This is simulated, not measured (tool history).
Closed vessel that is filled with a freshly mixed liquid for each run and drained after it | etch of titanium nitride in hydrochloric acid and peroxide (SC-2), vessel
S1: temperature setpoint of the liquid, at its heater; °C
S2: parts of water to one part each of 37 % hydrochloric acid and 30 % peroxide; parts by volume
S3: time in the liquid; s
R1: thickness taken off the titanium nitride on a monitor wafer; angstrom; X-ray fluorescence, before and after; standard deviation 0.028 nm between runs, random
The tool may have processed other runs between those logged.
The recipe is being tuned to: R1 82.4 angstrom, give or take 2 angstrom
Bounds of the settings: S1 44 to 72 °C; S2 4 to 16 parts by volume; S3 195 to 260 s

run,hour,S1,S2,S3,R1
1,0,60,9,260,180.6
2,4.1,58.5,9,260,164.73
3,10.5,58.5,9,195,124.35
4,19.4,58,9,195,120.42
5,28.9,58,9,195,120.58
6,35.6,57.5,9,195,116.15
7,43.3,57,9,195,112.59
8,48.9,56.5,9,195,108.59
9,55.3,56,9,195,105.78
10,60,51,9,195,75.736
11,67.9,51.5,9,195,78.859

4 next moves are on the table. One of them brings every result within its allowed miss. Which?
A,75.8,50.5,10,255,?
B,75.8,50,8,205,?
C,75.8,48.5,9,235,?
D,75.8,49,8.5,205,?

move,R1
A,88.62
B,82.694
C,77.939
D,73.661
A: takes the biggest miss from the last run beyond its target
B: hits every target within its allowed miss
C: moves away from the targets compared with the last run
D: moves away from the targets compared with the last run
The move that meets every target is B.
